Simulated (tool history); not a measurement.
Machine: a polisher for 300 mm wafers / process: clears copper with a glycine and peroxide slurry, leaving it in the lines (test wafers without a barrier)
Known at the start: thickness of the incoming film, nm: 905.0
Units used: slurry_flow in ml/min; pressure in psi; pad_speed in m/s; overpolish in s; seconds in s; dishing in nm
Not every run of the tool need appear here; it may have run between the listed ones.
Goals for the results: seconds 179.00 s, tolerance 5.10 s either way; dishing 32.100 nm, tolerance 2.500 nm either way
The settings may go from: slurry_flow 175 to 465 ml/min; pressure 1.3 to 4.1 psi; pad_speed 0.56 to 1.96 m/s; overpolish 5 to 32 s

Run 1, hour 0.0: slurry_flow 295 ml/min, pressure 2.7 psi, pad_speed 1.26 m/s, overpolish 16 s. Result: seconds 130.24 s, dishing 59.345 nm.
Run 2, hour 6.3: slurry_flow 295 ml/min, pressure 2.7 psi, pad_speed 1.26 m/s, overpolish 23 s. Result: seconds 132.57 s, dishing 74.131 nm.
Run 3, hour 13.4: slurry_flow 295 ml/min, pressure 2.7 psi, pad_speed 1.26 m/s, overpolish 17 s. Result: seconds 130.17 s, dishing 62.819 nm.
Run 4, hour 19.7: slurry_flow 325 ml/min, pressure 2.7 psi, pad_speed 1.26 m/s, overpolish 17 s. Result: seconds 127.80 s, dishing 62.716 nm.
Run 5, hour 21.6: slurry_flow 325 ml/min, pressure 2.5 psi, pad_speed 1.26 m/s, overpolish 17 s. Result: seconds 136.65 s, dishing 59.503 nm.
Run 6, hour 25.5: slurry_flow 325 ml/min, pressure 2.9 psi, pad_speed 1.26 m/s, overpolish 17 s. Result: seconds 122.96 s, dishing 65.468 nm.
Run 7, hour 29.2: slurry_flow 325 ml/min, pressure 2.5 psi, pad_speed 1.26 m/s, overpolish 14 s. Result: seconds 136.44 s, dishing 52.099 nm.
Run 8, hour 30.5: slurry_flow 320 ml/min, pressure 1.8 psi, pad_speed 1.24 m/s, overpolish 7 s. Result: seconds 184.25 s, dishing 22.834 nm.
Run 9, hour 35.1: slurry_flow 325 ml/min, pressure 1.9 psi, pad_speed 1.20 m/s, overpolish 13 s. Result: seconds 182.39 s, dishing 39.258 nm.
Run 10, hour 42.1: slurry_flow 315 ml/min, pressure 1.9 psi, pad_speed 1.20 m/s, overpolish 12 s. Result: seconds 177.62 s, dishing 37.575 nm.

Exercise: of the 5 proposed moves below, exactly one satisfies all targets within the stated allowed misses. Which move is it?
Run A, hour 49.1: slurry_flow 285 ml/min, pressure 2.2 psi, pad_speed 1.12 m/s, overpolish 15 s. Result: seconds ?, dishing ?.
Run B, hour 49.1: slurry_flow 260 ml/min, pressure 2.0 psi, pad_speed 1.24 m/s, overpolish 12 s. Result: seconds ?, dishing ?.
Run C, hour 49.1: slurry_flow 265 ml/min, pressure 2.0 psi, pad_speed 1.12 m/s, overpolish 14 s. Result: seconds ?, dishing ?.
Run D, hour 49.1: slurry_flow 315 ml/min, pressure 1.7 psi, pad_speed 1.36 m/s, overpolish 10 s. Result: seconds ?, dishing ?.
Run E, hour 49.1: slurry_flow 320 ml/min, pressure 2.0 psi, pad_speed 1.28 m/s, overpolish 15 s. Result: seconds ?, dishing ?.

move  seconds  dishing
   A   170.24   46.449
   B   171.32   38.664
   C   184.81   41.172
   D   179.06   31.880
   E   164.44   46.991
A: further off than the last run
B: further off than the last run
C: further off than the last run
D: hits every target within its allowed miss
E: further off than the last run
D meets every target.
